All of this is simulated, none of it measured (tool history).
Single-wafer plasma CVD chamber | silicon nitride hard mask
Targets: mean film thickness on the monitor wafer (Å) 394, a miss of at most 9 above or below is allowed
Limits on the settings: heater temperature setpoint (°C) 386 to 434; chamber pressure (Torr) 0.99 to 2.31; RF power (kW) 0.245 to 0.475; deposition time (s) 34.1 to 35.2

run  hour  heater temperature setpoint (°C)  chamber pressure (Torr)  RF power (kW)  deposition time (s)  mean film thickness on the monitor wafer (Å)
  1     0                               410                     1.65           0.36                 34.1                                        446.41
  2   1.7                               417                     1.65           0.36                 34.1                                        446.64
  3   2.5                               417                     1.52           0.35                 34.1                                        425.35
  4   9.4                               417                     1.52           0.39                 34.1                                        467.09
  5  17.5                               408                     1.52           0.39                 34.1                                        468.41
  6  25.8                               408                     1.41          0.375                 34.1                                        440.12
  7  29.6                               408                     1.31           0.37                 34.1                                        431.08
  8  30.4                               408                     1.05           0.33                 34.1                                         375.4
  9  33.1                               408                     1.05           0.33                 34.1                                        372.95
 10  35.4                               408                     1.11           0.33                 34.1                                        383.37
 11  39.5                               408                     1.14           0.33                 34.1                                        380.19

5 candidate next runs follow, results not yet known. Just one meets every target within its allowed miss. Identify it.
  A  43.6                               399                     1.09           0.32                 34.1                                             ?
  B  43.6                               410                     1.24           0.33                 34.3                                             ?
  C  43.6                               403                     1.16           0.32                 34.1                                             ?
  D  43.6                               412                     0.99           0.34                 34.1                                             ?
  E  43.6                               409                      1.1          0.325                 34.1                                             ?

move  mean film thickness on the monitor wafer (Å)
   A                                        368.36
   B                                        390.17
   C                                         373.5
   D                                        374.24
   E                                        372.12
A: its largest miss is bigger than the last run's
B: every result lands within tolerance
C: its largest miss is bigger than the last run's
D: its largest miss is bigger than the last run's
E: its largest miss is bigger than the last run's
B is the move that brings every result within its allowed miss.
